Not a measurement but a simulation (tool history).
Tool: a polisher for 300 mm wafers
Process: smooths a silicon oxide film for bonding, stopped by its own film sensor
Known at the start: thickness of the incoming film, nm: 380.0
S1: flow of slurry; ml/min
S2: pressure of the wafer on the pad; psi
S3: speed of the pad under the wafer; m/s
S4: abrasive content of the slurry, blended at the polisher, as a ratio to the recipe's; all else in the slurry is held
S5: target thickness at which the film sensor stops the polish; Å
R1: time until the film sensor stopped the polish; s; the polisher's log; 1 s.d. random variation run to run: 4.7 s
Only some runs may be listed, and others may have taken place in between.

Run 1, hour 0.0: S1 155 ml/min, S2 1.7 psi, S3 1.14 m/s, S4 1.0, S5 2890 Å. Result: R1 149.60 s.
Run 2, hour 1.8: S1 125 ml/min, S2 1.7 psi, S3 1.14 m/s, S4 1.0, S5 2890 Å. Result: R1 154.04 s.
Run 3, hour 3.5: S1 125 ml/min, S2 1.7 psi, S3 1.34 m/s, S4 1.0, S5 2890 Å. Result: R1 143.57 s.
Run 4, hour 11.8: S1 95 ml/min, S2 1.7 psi, S3 1.34 m/s, S4 1.0, S5 2890 Å. Result: R1 151.37 s.
Run 5, hour 14.1: S1 95 ml/min, S2 1.7 psi, S3 1.34 m/s, S4 1.0, S5 2890 Å. Result: R1 153.80 s.
Run 6, hour 19.5: S1 130 ml/min, S2 1.7 psi, S3 1.34 m/s, S4 1.0, S5 2890 Å. Result: R1 138.51 s.
Run 7, hour 24.6: S1 125 ml/min, S2 1.5 psi, S3 1.30 m/s, S4 1.0, S5 2890 Å. Result: R1 159.93 s.
Run 8, hour 25.8: S1 125 ml/min, S2 1.3 psi, S3 1.26 m/s, S4 1.0, S5 2890 Å. Result: R1 195.01 s.

Run 9, settings as shown, results not yet in. Your forecast:
Run 9, hour 28.3: S1 125 ml/min, S2 1.2 psi, S3 1.26 m/s, S4 1.0, S5 2890 Å. Result: R1 ?.

R1: 205.68 s
